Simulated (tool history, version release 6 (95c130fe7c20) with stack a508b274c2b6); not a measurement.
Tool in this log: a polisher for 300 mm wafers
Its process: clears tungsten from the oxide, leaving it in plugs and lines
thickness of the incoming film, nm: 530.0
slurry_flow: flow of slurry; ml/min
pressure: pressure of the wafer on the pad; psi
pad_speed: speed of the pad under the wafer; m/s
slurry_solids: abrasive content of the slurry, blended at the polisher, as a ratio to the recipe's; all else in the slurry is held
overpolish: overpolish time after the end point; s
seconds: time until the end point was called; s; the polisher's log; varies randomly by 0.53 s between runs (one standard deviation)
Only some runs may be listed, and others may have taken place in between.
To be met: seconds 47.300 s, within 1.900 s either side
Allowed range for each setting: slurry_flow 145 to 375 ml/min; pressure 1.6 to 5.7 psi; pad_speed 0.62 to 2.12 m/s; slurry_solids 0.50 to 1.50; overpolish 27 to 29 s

Run 1, day 0.000: slurry_flow 240 ml/min, pressure 3.6 psi, pad_speed 1.36 m/s, slurry_solids 1.00, overpolish 27 s. Result: seconds 78.972 s.
Run 2, day 0.104: slurry_flow 240 ml/min, pressure 3.9 psi, pad_speed 1.36 m/s, slurry_solids 1.00, overpolish 27 s. Result: seconds 73.566 s.
Run 3, day 0.325: slurry_flow 240 ml/min, pressure 4.2 psi, pad_speed 1.36 m/s, slurry_solids 1.00, overpolish 27 s. Result: seconds 67.079 s.
Run 4, day 0.475: slurry_flow 240 ml/min, pressure 4.7 psi, pad_speed 1.36 m/s, slurry_solids 1.00, overpolish 27 s. Result: seconds 60.811 s.
Run 5, day 0.525: slurry_flow 240 ml/min, pressure 4.9 psi, pad_speed 1.36 m/s, slurry_solids 1.00, overpolish 27 s. Result: seconds 58.469 s.
Run 6, day 0.829: slurry_flow 240 ml/min, pressure 5.0 psi, pad_speed 1.36 m/s, slurry_solids 1.00, overpolish 27 s. Result: seconds 56.659 s.
Run 7, day 0.908: slurry_flow 240 ml/min, pressure 5.1 psi, pad_speed 1.36 m/s, slurry_solids 1.00, overpolish 27 s. Result: seconds 55.881 s.
Run 8, day 0.938: slurry_flow 240 ml/min, pressure 5.1 psi, pad_speed 1.36 m/s, slurry_solids 1.00, overpolish 27 s. Result: seconds 57.228 s.
Run 9, day 1.075: slurry_flow 240 ml/min, pressure 5.2 psi, pad_speed 1.38 m/s, slurry_solids 1.00, overpolish 27 s. Result: seconds 52.887 s.
Run 10, day 1.300: slurry_flow 240 ml/min, pressure 5.3 psi, pad_speed 1.38 m/s, slurry_solids 1.00, overpolish 27 s. Result: seconds 52.674 s.
Run 11, day 1.492: slurry_flow 240 ml/min, pressure 5.4 psi, pad_speed 1.38 m/s, slurry_solids 1.00, overpolish 27 s. Result: seconds 52.105 s.
Run 12, day 1.550: slurry_flow 240 ml/min, pressure 5.5 psi, pad_speed 1.38 m/s, slurry_solids 1.00, overpolish 27 s. Result: seconds 51.644 s.
Run 13, day 1.704: slurry_flow 240 ml/min, pressure 5.5 psi, pad_speed 1.40 m/s, slurry_solids 1.00, overpolish 27 s. Result: seconds 50.806 s.

Exactly one of the 5 candidate moves below puts every result within its allowed miss. Which one?
Run A, day 1.858: slurry_flow 295 ml/min, pressure 4.0 psi, pad_speed 1.74 m/s, slurry_solids 0.75, overpolish 29 s. Result: seconds ?.
Run B, day 1.858: slurry_flow 275 ml/min, pressure 5.6 psi, pad_speed 1.34 m/s, slurry_solids 0.75, overpolish 29 s. Result: seconds ?.
Run C, day 1.858: slurry_flow 275 ml/min, pressure 5.1 psi, pad_speed 1.60 m/s, slurry_solids 1.00, overpolish 29 s. Result: seconds ?.
Run D, day 1.858: slurry_flow 260 ml/min, pressure 5.6 psi, pad_speed 1.38 m/s, slurry_solids 0.75, overpolish 27 s. Result: seconds ?.
Run E, day 1.858: slurry_flow 145 ml/min, pressure 5.4 psi, pad_speed 1.34 m/s, slurry_solids 1.10, overpolish 27 s. Result: seconds ?.

move  seconds
   A   57.439
   B   53.664
   C   47.023
   D   52.444
   E   56.402
A: moves away from the targets compared with the last run
B: moves away from the targets compared with the last run
C: hits every target within its allowed miss
D: moves away from the targets compared with the last run
E: moves away from the targets compared with the last run
Correct choice: C, which meets every target
